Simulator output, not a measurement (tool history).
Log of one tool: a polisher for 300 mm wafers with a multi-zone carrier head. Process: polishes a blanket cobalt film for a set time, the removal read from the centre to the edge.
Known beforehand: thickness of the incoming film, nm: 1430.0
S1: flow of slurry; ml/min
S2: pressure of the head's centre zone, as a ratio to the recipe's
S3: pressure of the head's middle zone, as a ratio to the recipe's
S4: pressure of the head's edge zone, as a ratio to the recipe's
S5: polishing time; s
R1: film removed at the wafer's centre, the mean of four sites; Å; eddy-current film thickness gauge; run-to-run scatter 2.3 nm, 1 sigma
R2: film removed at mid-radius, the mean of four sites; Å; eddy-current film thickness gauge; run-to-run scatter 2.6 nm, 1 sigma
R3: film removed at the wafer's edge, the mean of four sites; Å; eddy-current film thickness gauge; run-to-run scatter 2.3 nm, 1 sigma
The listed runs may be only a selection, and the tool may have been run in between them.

run 1 day=0 | S1=230 S2=1 S3=1 S4=1 S5=72 | R1=2593.3 R2=2622.9 R3=2645.7
run 2 day=0.146 | S1=230 S2=1 S3=0.98 S4=0.98 S5=69 | R1=2536.5 R2=2456.9 R3=2497.9
run 3 day=0.425 | S1=225 S2=0.98 S3=0.96 S4=0.96 S5=67 | R1=2375 R2=2357.4 R3=2441.8
run 4 day=0.529 | S1=225 S2=0.91 S3=0.96 S4=0.96 S5=67 | R1=2201.1 R2=2363.2 R3=2434
run 5 day=0.662 | S1=225 S2=0.93 S3=0.95 S4=0.94 S5=65 | R1=2185.6 R2=2199.4 R3=2342.7
run 6 day=1.021 | S1=225 S2=0.94 S3=0.95 S4=0.92 S5=64 | R1=2194.7 R2=2270.3 R3=2251.4
run 7 day=1.129 | S1=220 S2=0.94 S3=0.93 S4=0.91 S5=63 | R1=2124.9 R2=2114.5 R3=2215.5
run 8 day=1.167 | S1=215 S2=0.95 S3=0.92 S4=0.89 S5=63 | R1=2153.8 R2=2124.5 R3=2213.9

Run 9 is up next; what results do you expect?
run 9 day=1.479 | S1=215 S2=0.99 S3=0.87 S4=0.85 S5=57 | R1=? R2=? R3=?

For run 9 the tool returned R1 2057 Å, R2 1829 Å, R3 1926.7 Å.
